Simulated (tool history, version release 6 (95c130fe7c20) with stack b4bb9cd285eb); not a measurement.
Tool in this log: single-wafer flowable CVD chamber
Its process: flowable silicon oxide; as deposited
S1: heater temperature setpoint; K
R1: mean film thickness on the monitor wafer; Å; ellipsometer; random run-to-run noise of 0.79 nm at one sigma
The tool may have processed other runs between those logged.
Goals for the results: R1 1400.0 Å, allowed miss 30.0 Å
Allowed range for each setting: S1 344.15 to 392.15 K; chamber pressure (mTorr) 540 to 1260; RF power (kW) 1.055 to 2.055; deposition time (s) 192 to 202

{"run": 1, "hour": 0.0, "S1": 368.15, "chamber pressure (mTorr)": 900, "RF power (kW)": 1.555, "deposition time (s)": 202, "R1": 1786.1}
{"run": 2, "hour": 7.4, "S1": 370.15, "chamber pressure (mTorr)": 900, "RF power (kW)": 1.555, "deposition time (s)": 202, "R1": 1640.5}
{"run": 3, "hour": 15.7, "S1": 371.15, "chamber pressure (mTorr)": 900, "RF power (kW)": 1.555, "deposition time (s)": 202, "R1": 1583.8}
{"run": 4, "hour": 23.4, "S1": 371.15, "chamber pressure (mTorr)": 900, "RF power (kW)": 1.555, "deposition time (s)": 192, "R1": 1503.1}
{"run": 5, "hour": 26.5, "S1": 371.15, "chamber pressure (mTorr)": 1015, "RF power (kW)": 1.555, "deposition time (s)": 192, "R1": 1701.5}
{"run": 6, "hour": 34.8, "S1": 372.15, "chamber pressure (mTorr)": 1015, "RF power (kW)": 1.555, "deposition time (s)": 192, "R1": 1624.3}
{"run": 7, "hour": 40.0, "S1": 373.15, "chamber pressure (mTorr)": 1015, "RF power (kW)": 1.555, "deposition time (s)": 192, "R1": 1574.0}
{"run": 8, "hour": 44.0, "S1": 374.15, "chamber pressure (mTorr)": 1015, "RF power (kW)": 1.555, "deposition time (s)": 192, "R1": 1530.6}
{"run": 9, "hour": 49.7, "S1": 375.15, "chamber pressure (mTorr)": 1015, "RF power (kW)": 1.555, "deposition time (s)": 192, "R1": 1453.3}
{"hour": 51.3, "done": "RF generator calibrated"}
{"run": 10, "hour": 51.3, "S1": 376.15, "chamber pressure (mTorr)": 1015, "RF power (kW)": 1.555, "deposition time (s)": 192, "R1": 1432.4}

Next run, 5 choices. One meets every target within its allowed miss, the rest don't. Which?
{"run": "A", "hour": 52.9, "S1": 378.15, "chamber pressure (mTorr)": 1151, "RF power (kW)": 1.44, "deposition time (s)": 192, "R1": "?"}
{"run": "B", "hour": 52.9, "S1": 377.15, "chamber pressure (mTorr)": 1036, "RF power (kW)": 1.475, "deposition time (s)": 202, "R1": "?"}
{"run": "C", "hour": 52.9, "S1": 375.15, "chamber pressure (mTorr)": 1005, "RF power (kW)": 1.725, "deposition time (s)": 192, "R1": "?"}
{"run": "D", "hour": 52.9, "S1": 372.15, "chamber pressure (mTorr)": 817, "RF power (kW)": 1.435, "deposition time (s)": 192, "R1": "?"}
{"run": "E", "hour": 52.9, "S1": 376.15, "chamber pressure (mTorr)": 971, "RF power (kW)": 1.62, "deposition time (s)": 195, "R1": "?"}

move=A R1=1467.3
move=B R1=1458.2
move=C R1=1498.5
move=D R1=1309.0
move=E R1=1399.8
A: lands further from the targets than the last run did
B: lands further from the targets than the last run did
C: lands further from the targets than the last run did
D: moves the result that the last run missed by most past its target, out the other side
E: in spec on every target
The move that meets every target is E.
